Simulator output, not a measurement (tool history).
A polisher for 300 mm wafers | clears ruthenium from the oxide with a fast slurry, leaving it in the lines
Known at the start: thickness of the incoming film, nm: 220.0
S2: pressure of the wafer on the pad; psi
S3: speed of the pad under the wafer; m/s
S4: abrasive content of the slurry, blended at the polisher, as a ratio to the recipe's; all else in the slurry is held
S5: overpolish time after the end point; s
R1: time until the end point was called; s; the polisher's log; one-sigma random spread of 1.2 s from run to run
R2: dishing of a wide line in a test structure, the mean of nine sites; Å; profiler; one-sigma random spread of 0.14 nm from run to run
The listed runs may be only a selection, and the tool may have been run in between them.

{"run": 1, "day": 0.0, "flow of slurry (ml/min)": 245, "S2": 1.6, "S3": 1.24, "S4": 1, "S5": 18, "R1": 67.492, "R2": 360.03}
{"run": 2, "day": 0.212, "flow of slurry (ml/min)": 205, "S2": 1.6, "S3": 1.24, "S4": 1, "S5": 18, "R1": 70.373, "R2": 351.64}
{"run": 3, "day": 0.275, "flow of slurry (ml/min)": 145, "S2": 1.6, "S3": 1.24, "S4": 1, "S5": 18, "R1": 74.815, "R2": 336.17}
{"run": 4, "day": 0.354, "flow of slurry (ml/min)": 145, "S2": 1.6, "S3": 1.24, "S4": 1, "S5": 18, "R1": 74.95, "R2": 341.63}
{"run": 5, "day": 0.571, "flow of slurry (ml/min)": 145, "S2": 1.3, "S3": 1.24, "S4": 1, "S5": 18, "R1": 84.927, "R2": 306.61}
{"run": 6, "day": 0.85, "flow of slurry (ml/min)": 145, "S2": 1.3, "S3": 1.24, "S4": 1, "S5": 10, "R1": 85.449, "R2": 197.65}
{"run": 7, "day": 1.1, "flow of slurry (ml/min)": 145, "S2": 1.1, "S3": 1.24, "S4": 1, "S5": 9, "R1": 95.09, "R2": 167.09}
{"run": 8, "day": 1.425, "flow of slurry (ml/min)": 195, "S2": 1, "S3": 1.2, "S4": 1, "S5": 8, "R1": 97.969, "R2": 155.02}
{"run": 9, "day": 1.762, "flow of slurry (ml/min)": 225, "S2": 0.9, "S3": 1.14, "S4": 1.05, "S5": 7, "R1": 103.86, "R2": 128.03}
{"run": 10, "day": 1.962, "flow of slurry (ml/min)": 235, "S2": 0.8, "S3": 1.1, "S4": 1.15, "S5": 6, "R1": 110.04, "R2": 102.97}
{"run": 11, "day": 2.025, "flow of slurry (ml/min)": 240, "S2": 0.8, "S3": 1.1, "S4": 1.2, "S5": 6, "R1": 105.18, "R2": 108.99}
{"run": 12, "day": 2.242, "flow of slurry (ml/min)": 245, "S2": 0.8, "S3": 1.08, "S4": 1.25, "S5": 6, "R1": 107.12, "R2": 109.68}
{"run": 13, "day": 2.304, "flow of slurry (ml/min)": 270, "S2": 0.8, "S3": 1.06, "S4": 1.3, "S5": 6, "R1": 104.49, "R2": 111.63}
{"run": 14, "day": 2.333, "flow of slurry (ml/min)": 300, "S2": 0.8, "S3": 1.02, "S4": 1.35, "S5": 6, "R1": 104.42, "R2": 108.56}
{"run": 15, "day": 2.4, "flow of slurry (ml/min)": 320, "S2": 0.8, "S3": 1, "S4": 1.4, "S5": 6, "R1": 104.07, "R2": 109.62}
{"run": 16, "day": 2.658, "flow of slurry (ml/min)": 285, "S2": 0.8, "S3": 1, "S4": 1.45, "S5": 6, "R1": 103.53, "R2": 110.47}
{"run": 17, "day": 3.021, "flow of slurry (ml/min)": 310, "S2": 0.8, "S3": 0.98, "S4": 1.45, "S5": 6, "R1": 105.91, "R2": 109.42}

Run 18 comes next. What will it give?
{"run": 18, "day": 3.396, "flow of slurry (ml/min)": 330, "S2": 0.8, "S3": 0.98, "S4": 1.45, "S5": 6, "R1": "?", "R2": "?"}

For run 18 the tool returned R1 104.03 s, R2 107.76 Å.
